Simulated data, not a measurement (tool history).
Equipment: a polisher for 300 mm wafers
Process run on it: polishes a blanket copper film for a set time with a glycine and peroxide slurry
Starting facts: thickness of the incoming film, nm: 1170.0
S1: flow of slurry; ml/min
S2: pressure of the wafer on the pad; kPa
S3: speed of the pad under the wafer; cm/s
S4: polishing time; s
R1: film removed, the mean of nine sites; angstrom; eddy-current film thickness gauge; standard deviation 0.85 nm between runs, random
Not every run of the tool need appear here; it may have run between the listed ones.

run,hour,S1,S2,S3,S4,R1
1,0.0,290,18.6,86,33,1415.1
2,4.1,230,18.6,86,33,1393.8
3,6.3,230,18.6,96,33,1533.0
4,8.5,230,18.6,96,30,1364.2
5,14.0,230,17.2,96,30,1301.3
6,15.0,280,17.2,96,30,1327.3
7,23.6,280,15.9,96,30,1247.8

What will run 8 give?
# hour 24.8: slurry nozzle cleaned
8,24.8,280,15.2,96,30,?

{"run 8": {"R1": 1224.2}}

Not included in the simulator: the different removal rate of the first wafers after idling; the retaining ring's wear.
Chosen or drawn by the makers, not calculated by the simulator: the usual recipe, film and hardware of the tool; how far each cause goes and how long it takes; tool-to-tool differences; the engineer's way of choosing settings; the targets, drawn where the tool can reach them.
